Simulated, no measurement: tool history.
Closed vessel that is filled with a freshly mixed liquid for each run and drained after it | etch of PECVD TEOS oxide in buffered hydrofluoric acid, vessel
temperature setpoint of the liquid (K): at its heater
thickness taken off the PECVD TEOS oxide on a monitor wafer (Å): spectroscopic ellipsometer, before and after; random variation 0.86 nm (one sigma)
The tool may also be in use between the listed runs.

run	hour	temperature setpoint of the liquid (K)	parts of 40 % ammonium fluoride to one part of 49 % hydrofluoric acid (parts by volume)	time in the liquid (s)	thickness taken off the PECVD TEOS oxide on a monitor wafer (Å)
1	0.0	294.15	15.5	105	1071.20
2	1.1	293.15	15.5	105	1022.50
3	9.0	292.65	15.5	105	971.78
4	14.2	294.15	15.5	105	1069.00
5	22.7	292.65	15.5	105	993.54
6	24.1	292.65	15.5	115	1079.80

Forecast run 7:
7	28.9	292.15	15.5	115	?

{"run 7": {"thickness taken off the PECVD TEOS oxide on a monitor wafer (Å)": 1035.2}}

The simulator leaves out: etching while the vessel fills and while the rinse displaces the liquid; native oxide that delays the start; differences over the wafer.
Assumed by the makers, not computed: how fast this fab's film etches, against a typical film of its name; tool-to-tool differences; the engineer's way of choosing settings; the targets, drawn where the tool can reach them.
